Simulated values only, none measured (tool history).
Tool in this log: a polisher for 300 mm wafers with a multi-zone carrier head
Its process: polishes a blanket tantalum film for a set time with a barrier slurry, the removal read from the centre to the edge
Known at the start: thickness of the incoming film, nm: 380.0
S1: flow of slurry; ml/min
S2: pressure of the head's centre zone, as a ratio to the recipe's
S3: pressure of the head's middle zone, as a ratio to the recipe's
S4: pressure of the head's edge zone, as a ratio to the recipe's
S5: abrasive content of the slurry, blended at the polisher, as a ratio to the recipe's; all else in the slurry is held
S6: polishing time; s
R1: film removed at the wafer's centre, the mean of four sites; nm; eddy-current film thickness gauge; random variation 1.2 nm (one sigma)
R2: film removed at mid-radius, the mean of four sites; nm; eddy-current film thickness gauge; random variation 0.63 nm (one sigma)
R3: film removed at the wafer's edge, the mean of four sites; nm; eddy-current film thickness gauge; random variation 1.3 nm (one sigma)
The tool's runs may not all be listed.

run 1 hour=0.0 | S1=220 S2=1.00 S3=1.00 S4=1.00 S5=1.00 S6=75 | R1=147.160 R2=143.270 R3=139.530
run 2 hour=6.3 | S1=220 S2=1.00 S3=1.09 S4=1.00 S5=1.00 S6=75 | R1=142.180 R2=151.420 R3=139.560
run 3 hour=15.1 | S1=210 S2=0.97 S3=1.04 S4=0.99 S5=0.85 S6=69 | R1=119.540 R2=125.180 R3=120.030
run 4 hour=15.8 | S1=210 S2=0.97 S3=1.04 S4=0.99 S5=0.85 S6=61 | R1=104.480 R2=110.610 R3=108.030
run 5 hour=22.0 | S1=205 S2=0.96 S3=1.01 S4=0.96 S5=0.75 S6=61 | R1=96.344 R2=100.320 R3=97.802
run 6 hour=23.4 | S1=205 S2=0.96 S3=1.01 S4=0.96 S5=0.85 S6=61 | R1=100.600 R2=107.550 R3=102.860
run 7 hour=26.3 | S1=195 S2=0.95 S3=0.97 S4=0.94 S5=0.80 S6=61 | R1=94.515 R2=99.923 R3=99.235
run 8 hour=28.1 | S1=180 S2=0.97 S3=0.89 S4=0.84 S5=0.65 S6=60 | R1=84.690 R2=81.001 R3=82.461
run 9 hour=35.1 | S1=190 S2=0.96 S3=0.90 S4=0.85 S5=0.65 S6=60 | R1=84.155 R2=80.882 R3=83.626

Run 10, settings as shown, results not yet in. Your forecast:
run 10 hour=43.0 | S1=190 S2=0.96 S3=0.91 S4=0.86 S5=0.65 S6=60 | R1=? R2=? R3=?

Run 10 produced R1 85.513 nm, R2 82.304 nm, R3 83.154 nm.
